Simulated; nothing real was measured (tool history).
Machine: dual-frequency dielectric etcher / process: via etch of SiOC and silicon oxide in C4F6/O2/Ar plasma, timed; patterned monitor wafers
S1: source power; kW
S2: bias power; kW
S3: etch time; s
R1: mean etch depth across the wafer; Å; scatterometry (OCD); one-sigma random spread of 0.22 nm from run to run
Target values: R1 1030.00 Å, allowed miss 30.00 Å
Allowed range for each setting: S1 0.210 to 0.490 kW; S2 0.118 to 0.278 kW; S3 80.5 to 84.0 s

run,hour,S1,S2,S3,R1
1,0.0,0.350,0.198,80.5,899.91
2,5.3,0.400,0.198,80.5,941.86
3,9.7,0.410,0.202,80.5,958.81
4,14.4,0.360,0.202,80.5,910.75
5,16.9,0.360,0.202,80.5,915.14
6,17.6,0.360,0.202,80.5,913.99
7,23.1,0.360,0.202,80.5,915.39
8,25.3,0.380,0.208,80.5,942.83
9,29.0,0.390,0.212,80.5,952.06
10,35.5,0.400,0.216,80.5,966.84
11,42.3,0.410,0.219,80.5,983.94
12,50.9,0.420,0.221,80.5,996.13

Next run, 5 choices. One meets every target within its allowed miss, the rest don't. Which?
A,59.5,0.380,0.189,84.0,?
B,59.5,0.420,0.212,80.5,?
C,59.5,0.390,0.215,81.5,?
D,59.5,0.440,0.172,84.0,?
E,59.5,0.430,0.204,84.0,?

move,R1
A,946.88
B,977.50
C,969.09
D,966.05
E,1015.00
A: its largest miss is bigger than the last run's
B: its largest miss is bigger than the last run's
C: its largest miss is bigger than the last run's
D: its largest miss is bigger than the last run's
E: in spec on every target
Go with E: it meets all targets.
